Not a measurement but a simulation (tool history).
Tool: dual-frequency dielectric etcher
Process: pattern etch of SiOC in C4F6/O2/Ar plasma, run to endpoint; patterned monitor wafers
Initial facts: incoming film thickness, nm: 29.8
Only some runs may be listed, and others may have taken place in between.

run,hour,bias power (W),source power (W),endpoint time (s)
1,0,434,310,13.333
2,1.8,476,330,12.315
3,2.9,428,330,13.063
4,9.2,471,340,12.289
5,13.4,471,380,11.981
6,14.6,497,390,11.604

Expected results for the next run?
7,21.8,518,400,?

endpoint time (s): 11.034
